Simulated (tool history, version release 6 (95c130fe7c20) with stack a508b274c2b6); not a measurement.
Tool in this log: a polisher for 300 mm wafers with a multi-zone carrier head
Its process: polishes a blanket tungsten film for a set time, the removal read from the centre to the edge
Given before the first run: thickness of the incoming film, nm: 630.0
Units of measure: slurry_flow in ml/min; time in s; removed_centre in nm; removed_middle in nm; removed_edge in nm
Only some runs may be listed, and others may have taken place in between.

run 1 hour=0 | slurry_flow=285 centre_zone=1 middle_zone=1 edge_zone=1 slurry_solids=1 time=42 | removed_centre=105.22 removed_middle=102.81 removed_edge=109.03
run 2 hour=6.1 | slurry_flow=285 centre_zone=0.95 middle_zone=1 edge_zone=1 slurry_solids=1 time=42 | removed_centre=97.977 removed_middle=105.2 removed_edge=107.12
run 3 hour=11.2 | slurry_flow=285 centre_zone=0.95 middle_zone=0.93 edge_zone=1 slurry_solids=1 time=42 | removed_centre=98.352 removed_middle=95.201 removed_edge=107.53
run 4 hour=13 | slurry_flow=290 centre_zone=0.96 middle_zone=0.94 edge_zone=0.98 slurry_solids=0.95 time=41 | removed_centre=94.939 removed_middle=94.154 removed_edge=101.15
run 5 hour=18.1 | slurry_flow=290 centre_zone=0.96 middle_zone=0.93 edge_zone=0.96 slurry_solids=0.9 time=41 | removed_centre=93.459 removed_middle=93.553 removed_edge=98.135
run 6 hour=20.4 | slurry_flow=290 centre_zone=0.9 middle_zone=0.93 edge_zone=0.96 slurry_solids=0.9 time=41 | removed_centre=88.289 removed_middle=92.416 removed_edge=98.985
run 7 hour=22.8 | slurry_flow=290 centre_zone=0.9 middle_zone=0.93 edge_zone=0.96 slurry_solids=0.9 time=41 | removed_centre=88.775 removed_middle=91.175 removed_edge=98.026
run 8 hour=29.5 | slurry_flow=290 centre_zone=0.91 middle_zone=0.92 edge_zone=0.94 slurry_solids=0.85 time=41 | removed_centre=87.256 removed_middle=90.49 removed_edge=95.139
run 9 hour=38.2 | slurry_flow=290 centre_zone=0.92 middle_zone=0.91 edge_zone=0.92 slurry_solids=0.8 time=41 | removed_centre=88.415 removed_middle=86.115 removed_edge=92.337

For run 10, what comes out?
run 10 hour=43.5 | slurry_flow=290 centre_zone=0.92 middle_zone=0.91 edge_zone=0.92 slurry_solids=0.8 time=41 | removed_centre=? removed_middle=? removed_edge=?

Run 10 measured removed_centre 87.138 nm, removed_middle 88.485 nm, removed_edge 92.193 nm.
